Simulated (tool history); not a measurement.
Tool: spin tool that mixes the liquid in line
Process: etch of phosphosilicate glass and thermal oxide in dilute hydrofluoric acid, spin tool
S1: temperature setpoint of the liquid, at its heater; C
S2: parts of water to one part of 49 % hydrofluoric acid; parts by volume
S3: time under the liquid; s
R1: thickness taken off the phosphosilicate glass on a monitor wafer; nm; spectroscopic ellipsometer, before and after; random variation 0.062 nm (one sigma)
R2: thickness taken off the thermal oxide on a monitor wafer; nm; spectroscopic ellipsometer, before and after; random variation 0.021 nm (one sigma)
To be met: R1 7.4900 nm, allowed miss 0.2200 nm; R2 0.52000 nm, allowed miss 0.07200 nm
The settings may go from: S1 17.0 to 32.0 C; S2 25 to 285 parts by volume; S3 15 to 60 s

| run | hour | S1 | S2 | S3 | R1 | R2 |
|---|---|---|---|---|---|---|
| 1 | 0.0 | 24.0 | 155 | 30 | 11.3110 | 0.79032 |
| 2 | 5.8 | 24.0 | 155 | 45 | 17.5610 | 1.14680 |
| 3 | 10.5 | 22.0 | 155 | 45 | 15.9520 | 1.10290 |
| 4 | 12.9 | 22.0 | 155 | 40 | 14.1810 | 0.95473 |
| 5 | 21.7 | 21.0 | 170 | 40 | 12.2400 | 0.81373 |
| 6 | 24.6 | 20.0 | 185 | 40 | 10.7260 | 0.74693 |
| 7 | 32.3 | 19.5 | 195 | 40 | 9.6491 | 0.66006 |
| 8 | 37.2 | 19.0 | 200 | 40 | 9.2949 | 0.66007 |
| 9 | 40.2 | 18.5 | 205 | 40 | 8.7917 | 0.62553 |
| 10 | 43.9 | 18.5 | 210 | 40 | 8.6863 | 0.57011 |
| 11 | 52.2 | 18.0 | 215 | 40 | 8.0843 | 0.57014 |
| 12 | 59.0 | 17.5 | 220 | 40 | 7.9373 | 0.54823 |

4 next moves are on the table. One of them brings every result within its allowed miss. Which?
| A | 65.8 | 19.0 | 240 | 45 | ? | ? |
| B | 65.8 | 24.0 | 270 | 45 | ? | ? |
| C | 65.8 | 18.0 | 210 | 35 | ? | ? |
| D | 65.8 | 20.0 | 250 | 45 | ? | ? |

| move | R1 | R2 |
|---|---|---|
| A | 8.4532 | 0.57209 |
| B | 8.7738 | 0.59378 |
| C | 7.4319 | 0.50297 |
| D | 8.3503 | 0.56512 |
A: further off than the last run
B: further off than the last run
C: meets every target
D: further off than the last run
The right move is C.
